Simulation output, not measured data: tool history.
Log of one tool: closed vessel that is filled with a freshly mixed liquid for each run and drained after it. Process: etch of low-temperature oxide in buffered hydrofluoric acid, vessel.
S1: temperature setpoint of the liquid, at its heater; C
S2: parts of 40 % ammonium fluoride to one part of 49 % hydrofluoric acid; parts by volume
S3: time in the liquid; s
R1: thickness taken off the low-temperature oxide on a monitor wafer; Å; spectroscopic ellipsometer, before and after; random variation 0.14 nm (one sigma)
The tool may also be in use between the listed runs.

run,hour,S1,S2,S3,R1
1,0,25,19.5,30,397.54
2,4,23,19.5,30,354.4
3,5.1,22,19.5,30,335.21
4,6.2,21,19.5,30,316.82
5,14.5,20,19.5,30,303.53
6,15.4,19.5,19.5,30,290.64

The next listed run, before its measurement:
7,18.4,19,19.5,30,?

R1: 284.24 Å
